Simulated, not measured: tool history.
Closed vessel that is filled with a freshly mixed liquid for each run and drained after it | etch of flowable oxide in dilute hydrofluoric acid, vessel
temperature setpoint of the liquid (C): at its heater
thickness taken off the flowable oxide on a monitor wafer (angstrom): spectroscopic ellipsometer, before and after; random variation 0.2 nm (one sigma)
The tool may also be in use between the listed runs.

| run | hour | temperature setpoint of the liquid (C) | parts of water to one part of 49 % hydrofluoric acid (parts by volume) | time in the liquid (s) | thickness taken off the flowable oxide on a monitor wafer (angstrom) |
|---|---|---|---|---|---|
| 1 | 0.0 | 21.0 | 290 | 540 | 302.79 |
| 2 | 5.4 | 22.0 | 290 | 540 | 316.43 |
| 3 | 8.3 | 22.0 | 220 | 540 | 445.13 |
| 4 | 11.8 | 22.0 | 285 | 540 | 325.52 |
| 5 | 16.1 | 22.0 | 285 | 575 | 346.30 |
| 6 | 18.4 | 22.0 | 240 | 575 | 426.00 |

Run 7 comes next. What will it give?
| 7 | 23.6 | 20.5 | 240 | 575 | ? |

Run 7 gave thickness taken off the flowable oxide on a monitor wafer (angstrom) 405.49.
